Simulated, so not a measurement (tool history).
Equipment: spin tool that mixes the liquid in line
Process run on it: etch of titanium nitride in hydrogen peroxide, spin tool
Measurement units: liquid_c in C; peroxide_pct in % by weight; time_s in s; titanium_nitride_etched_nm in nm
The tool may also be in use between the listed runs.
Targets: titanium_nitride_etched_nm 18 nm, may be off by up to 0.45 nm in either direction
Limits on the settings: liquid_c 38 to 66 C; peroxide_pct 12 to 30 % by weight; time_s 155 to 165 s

run 1 hour=0 | liquid_c=54 peroxide_pct=21.5 time_s=155 | titanium_nitride_etched_nm=11.866
run 2 hour=2.4 | liquid_c=54 peroxide_pct=21.5 time_s=155 | titanium_nitride_etched_nm=11.795
run 3 hour=8 | liquid_c=54 peroxide_pct=21.5 time_s=155 | titanium_nitride_etched_nm=11.734
run 4 hour=16.6 | liquid_c=50.5 peroxide_pct=21.5 time_s=155 | titanium_nitride_etched_nm=9.2533
run 5 hour=19.1 | liquid_c=44 peroxide_pct=21.5 time_s=155 | titanium_nitride_etched_nm=5.6424
run 6 hour=20.6 | liquid_c=49 peroxide_pct=21.5 time_s=155 | titanium_nitride_etched_nm=8.2072
run 7 hour=25.4 | liquid_c=52.5 peroxide_pct=21.5 time_s=155 | titanium_nitride_etched_nm=10.536
run 8 hour=27.6 | liquid_c=55 peroxide_pct=21.5 time_s=155 | titanium_nitride_etched_nm=12.737
run 9 hour=34.6 | liquid_c=56.5 peroxide_pct=21.5 time_s=155 | titanium_nitride_etched_nm=13.98
run 10 hour=40.3 | liquid_c=57.5 peroxide_pct=21.5 time_s=155 | titanium_nitride_etched_nm=15.008
run 11 hour=42.3 | liquid_c=58.5 peroxide_pct=21.5 time_s=155 | titanium_nitride_etched_nm=16.156
run 12 hour=44.9 | liquid_c=58.5 peroxide_pct=21.5 time_s=155 | titanium_nitride_etched_nm=16.057
run 13 hour=47 | liquid_c=59 peroxide_pct=21.5 time_s=155 | titanium_nitride_etched_nm=16.431
run 14 hour=48.1 | liquid_c=59.5 peroxide_pct=21.5 time_s=155 | titanium_nitride_etched_nm=17.153

Next run, 4 choices. One meets every target within its allowed miss, the rest don't. Which?
run A hour=49.2 | liquid_c=60 peroxide_pct=20.5 time_s=165 | titanium_nitride_etched_nm=?
run B hour=49.2 | liquid_c=59 peroxide_pct=18.5 time_s=165 | titanium_nitride_etched_nm=?
run C hour=49.2 | liquid_c=59 peroxide_pct=23 time_s=165 | titanium_nitride_etched_nm=?
run D hour=49.2 | liquid_c=59 peroxide_pct=22.5 time_s=155 | titanium_nitride_etched_nm=?

move=A titanium_nitride_etched_nm=18.919
move=B titanium_nitride_etched_nm=17.289
move=C titanium_nitride_etched_nm=18.117
move=D titanium_nitride_etched_nm=16.938
A: the result that was furthest off in the last run now lies on the other side of its target
B: moves toward the targets from the last run without getting all of them in spec
C: every result lands within tolerance
D: lands further from the targets than the last run did
The move that meets every target is C.

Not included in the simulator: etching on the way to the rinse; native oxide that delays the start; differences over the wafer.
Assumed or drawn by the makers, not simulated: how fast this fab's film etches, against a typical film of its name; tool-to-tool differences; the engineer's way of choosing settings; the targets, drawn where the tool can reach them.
